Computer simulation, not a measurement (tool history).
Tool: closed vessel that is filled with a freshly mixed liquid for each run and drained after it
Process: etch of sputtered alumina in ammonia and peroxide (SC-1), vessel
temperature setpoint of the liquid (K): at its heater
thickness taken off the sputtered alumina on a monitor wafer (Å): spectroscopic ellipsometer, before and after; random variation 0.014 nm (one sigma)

run    day  temperature setpoint of the liquid (K)  parts of 29 % ammonia solution to one part of 30 % peroxide (parts by volume)  time in the liquid (s)  thickness taken off the sputtered alumina on a monitor wafer (Å)
  1      0                                  328.15                                                                           0.65                      30                                                            21.068
  2  0.238                                  328.15                                                                            0.8                      30                                                            21.459
  3  0.296                                  321.15                                                                            0.8                      30                                                            14.516
  4  0.496                                  322.15                                                                            0.8                      30                                                            15.494
  5  0.708                                  325.15                                                                            0.8                      30                                                            18.455
  6  0.958                                  325.65                                                                            0.8                      30                                                             18.86
  7  1.092                                  326.15                                                                            0.8                      30                                                            19.524
  8  1.446                                  326.65                                                                            0.8                      30                                                            19.998
  9  1.662                                  327.15                                                                            0.8                      30                                                            20.503
 10  1.821                                  327.65                                                                            0.8                      30                                                            20.828
 11  2.017                                  328.15                                                                            0.8                      30                                                            21.397
 12  2.354                                  328.65                                                                            0.8                      30                                                            22.239

Run 13 has not been measured yet. What should we expect?
 13  2.458                                  329.15                                                                            0.8                      30                                                                 ?

thickness taken off the sputtered alumina on a monitor wafer (Å): 22.702
